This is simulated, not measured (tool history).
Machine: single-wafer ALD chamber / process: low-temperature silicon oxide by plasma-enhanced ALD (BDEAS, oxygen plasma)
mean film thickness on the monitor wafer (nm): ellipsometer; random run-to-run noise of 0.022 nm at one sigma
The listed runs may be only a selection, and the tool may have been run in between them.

run  hour  heater temperature setpoint (deg C)  number of ALD cycles (cycles)  mean film thickness on the monitor wafer (nm)
  1     0                                  115                             52                                          7.006
  2   5.4                                  120                             52                                         6.9844
  3  12.3                                  120                             50                                         6.6863
  4  16.6                                  120                             49                                         6.5818
  5  25.3                                  126                             49                                         6.5343
  6  32.6                                  126                             48                                            6.4

Predict the results of run 7:
  7    39                                  126                             48                                              ?

{"run 7": {"mean film thickness on the monitor wafer (nm)": 6.4198}}
